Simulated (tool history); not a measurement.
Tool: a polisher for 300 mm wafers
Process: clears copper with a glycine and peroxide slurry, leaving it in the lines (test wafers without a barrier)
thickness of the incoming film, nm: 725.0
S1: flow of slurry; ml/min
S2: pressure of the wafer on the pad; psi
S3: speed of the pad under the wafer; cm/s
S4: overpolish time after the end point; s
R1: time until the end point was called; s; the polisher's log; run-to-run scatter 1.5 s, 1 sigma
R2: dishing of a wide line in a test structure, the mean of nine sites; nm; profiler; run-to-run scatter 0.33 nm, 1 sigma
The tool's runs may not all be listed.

run 1 hour=0.0 | S1=125 S2=3.2 S3=106 S4=14 | R1=125.160 R2=44.171
run 2 hour=1.7 | S1=125 S2=3.9 S3=106 S4=14 | R1=103.850 R2=48.597
run 3 hour=5.5 | S1=125 S2=3.9 S3=106 S4=19 | R1=104.210 R2=60.572
run 4 hour=10.4 | S1=125 S2=4.6 S3=106 S4=19 | R1=92.130 R2=65.215
run 5 hour=17.6 | S1=125 S2=4.6 S3=118 S4=19 | R1=89.040 R2=67.565
run 6 hour=20.0 | S1=145 S2=4.7 S3=102 S4=14 | R1=91.033 R2=54.592
run 7 hour=25.0 | S1=125 S2=4.8 S3=104 S4=11 | R1=90.765 R2=46.395
run 8 hour=30.8 | S1=110 S2=4.9 S3=108 S4=9 | R1=88.101 R2=40.557
run 9 hour=37.6 | S1=100 S2=4.9 S3=112 S4=7 | R1=89.544 R2=33.158
run 10 hour=43.7 | S1=100 S2=4.9 S3=116 S4=7 | R1=87.040 R2=33.893
run 11 hour=45.6 | S1=95 S2=4.9 S3=120 S4=7 | R1=82.124 R2=35.114
run 12 hour=48.7 | S1=90 S2=4.9 S3=120 S4=7 | R1=86.326 R2=33.943

The next listed run, before its measurement:
run 13 hour=54.7 | S1=90 S2=4.9 S3=120 S4=7 | R1=? R2=?

R1: 85.727 s
R2: 34.326 nm
